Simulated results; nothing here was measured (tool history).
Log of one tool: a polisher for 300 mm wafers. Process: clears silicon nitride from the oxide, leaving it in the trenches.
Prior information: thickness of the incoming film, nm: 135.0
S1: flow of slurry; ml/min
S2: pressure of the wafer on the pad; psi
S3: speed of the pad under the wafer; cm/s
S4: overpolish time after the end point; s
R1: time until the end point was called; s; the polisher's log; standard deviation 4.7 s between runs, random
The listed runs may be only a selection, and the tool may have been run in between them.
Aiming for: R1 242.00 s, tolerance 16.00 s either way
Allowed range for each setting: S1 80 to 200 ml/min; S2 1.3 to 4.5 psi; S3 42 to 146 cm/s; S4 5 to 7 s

run  hour   S1   S2   S3  S4      R1
  1   0.0  130  2.9   94   7  181.89
  2   2.4  130  2.9  106   7  162.79
  3   6.5  130  2.9  106   7  164.52
  4  14.0  130  2.9  128   7  139.71
  5  22.3  130  2.9  128   5  137.45
  6  23.8  145  2.9  128   5  134.14
  7  27.4  145  2.5  126   5  156.71
  8  32.7  140  1.7  120   5  212.36
  9  40.0  140  1.6  120   5  213.93

Consider the 4 candidate settings below. Which is the only one whose results all fall within their allowed miss of target?
  A  47.3  100  1.4  110   5   ?
  B  47.3  125  1.9  126   7   ?
  C  47.3  145  1.5  108   6   ?
  D  47.3  160  1.6  128   5   ?

move      R1
   A  280.37
   B  197.60
   C  252.30
   D  208.57
A: moves the result that the last run missed by most past its target, out the other side
B: moves away from the targets compared with the last run
C: each result inside its tolerance
D: moves away from the targets compared with the last run
Go with C: it meets all targets.
